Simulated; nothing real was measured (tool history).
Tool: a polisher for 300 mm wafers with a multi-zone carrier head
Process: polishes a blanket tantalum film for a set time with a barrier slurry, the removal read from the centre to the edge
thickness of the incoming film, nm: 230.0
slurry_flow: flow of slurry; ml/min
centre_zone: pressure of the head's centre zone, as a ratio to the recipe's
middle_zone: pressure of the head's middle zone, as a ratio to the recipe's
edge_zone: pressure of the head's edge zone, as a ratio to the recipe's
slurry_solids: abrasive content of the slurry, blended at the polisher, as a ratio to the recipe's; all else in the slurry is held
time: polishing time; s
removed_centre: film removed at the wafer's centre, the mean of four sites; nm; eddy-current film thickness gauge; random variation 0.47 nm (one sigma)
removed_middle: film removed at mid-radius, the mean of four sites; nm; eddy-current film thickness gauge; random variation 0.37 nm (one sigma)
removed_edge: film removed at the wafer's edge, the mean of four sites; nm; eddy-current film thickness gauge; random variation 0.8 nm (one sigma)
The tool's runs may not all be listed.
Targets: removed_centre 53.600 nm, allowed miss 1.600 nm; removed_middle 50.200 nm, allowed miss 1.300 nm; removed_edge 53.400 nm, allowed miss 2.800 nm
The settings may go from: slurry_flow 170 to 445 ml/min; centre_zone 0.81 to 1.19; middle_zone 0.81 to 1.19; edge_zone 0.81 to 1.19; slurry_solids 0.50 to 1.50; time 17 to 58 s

| run | hour | slurry_flow | centre_zone | middle_zone | edge_zone | slurry_solids | time | removed_centre | removed_middle | removed_edge |
|---|---|---|---|---|---|---|---|---|---|---|
| 1 | 0.0 | 285 | 1.00 | 1.00 | 1.00 | 1.00 | 37 | 63.852 | 62.562 | 65.458 |
| 2 | 2.8 | 310 | 1.00 | 1.00 | 1.00 | 1.00 | 37 | 64.167 | 62.161 | 65.820 |
| 3 | 7.7 | 245 | 1.00 | 1.00 | 1.00 | 1.00 | 37 | 61.998 | 61.075 | 61.007 |
| 4 | 9.3 | 225 | 0.98 | 0.96 | 0.99 | 0.95 | 37 | 59.561 | 58.192 | 61.627 |
| 5 | 17.9 | 225 | 0.98 | 0.96 | 0.99 | 0.95 | 33 | 53.950 | 52.186 | 55.975 |
| 6 | 25.0 | 225 | 0.98 | 0.96 | 0.99 | 0.95 | 29 | 46.862 | 44.977 | 48.281 |
| 7 | 32.0 | 255 | 1.00 | 0.98 | 1.01 | 1.00 | 29 | 49.317 | 46.963 | 49.483 |
| 8 | 37.4 | 280 | 1.01 | 0.99 | 1.01 | 1.00 | 29 | 50.534 | 48.443 | 49.602 |
| 9 | 43.2 | 300 | 1.01 | 0.99 | 1.02 | 1.00 | 29 | 51.557 | 47.887 | 51.162 |
| 10 | 52.1 | 315 | 1.01 | 1.00 | 1.02 | 1.00 | 29 | 50.907 | 48.629 | 51.013 |
| 11 | 54.8 | 330 | 1.01 | 1.00 | 1.03 | 1.00 | 29 | 51.706 | 48.986 | 50.379 |

4 next moves are on the table. One of them brings every result within its allowed miss. Which?
| A | 57.5 | 275 | 1.15 | 1.01 | 1.08 | 0.75 | 29 | ? | ? | ? |
| B | 57.5 | 345 | 1.10 | 1.19 | 1.13 | 1.10 | 26 | ? | ? | ? |
| C | 57.5 | 325 | 0.97 | 1.08 | 1.01 | 0.95 | 29 | ? | ? | ? |
| D | 57.5 | 280 | 1.02 | 0.98 | 1.02 | 0.90 | 31 | ? | ? | ? |

| move | removed_centre | removed_middle | removed_edge |
|---|---|---|---|
| A | 54.348 | 45.421 | 48.445 |
| B | 52.068 | 49.837 | 48.834 |
| C | 49.257 | 50.679 | 50.553 |
| D | 53.771 | 49.911 | 52.992 |
A: brings the result that was furthest off to its target, and leaves another outside
B: brings the result that was furthest off to its target, and leaves another outside
C: further off than the last run
D: meets every target
The right move is D.
